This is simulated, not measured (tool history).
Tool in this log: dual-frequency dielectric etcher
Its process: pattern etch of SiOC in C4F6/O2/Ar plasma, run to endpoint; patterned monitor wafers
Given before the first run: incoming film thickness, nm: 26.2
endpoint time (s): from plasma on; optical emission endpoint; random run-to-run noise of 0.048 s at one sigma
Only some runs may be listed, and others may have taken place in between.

run,hour,bias power (kW),source power (kW),endpoint time (s)
1,0.0,0.608,0.380,9.0020
2,6.0,0.608,0.450,8.4169
3,14.7,0.608,0.380,8.9955
4,22.2,0.608,0.330,9.3882
5,24.5,0.608,0.270,10.0850
6,28.6,0.650,0.270,9.8402
7,35.1,0.650,0.270,9.7731

Run 8 has not been measured yet. What should we expect?
8,40.4,0.611,0.270,?

endpoint time (s): 10.0110

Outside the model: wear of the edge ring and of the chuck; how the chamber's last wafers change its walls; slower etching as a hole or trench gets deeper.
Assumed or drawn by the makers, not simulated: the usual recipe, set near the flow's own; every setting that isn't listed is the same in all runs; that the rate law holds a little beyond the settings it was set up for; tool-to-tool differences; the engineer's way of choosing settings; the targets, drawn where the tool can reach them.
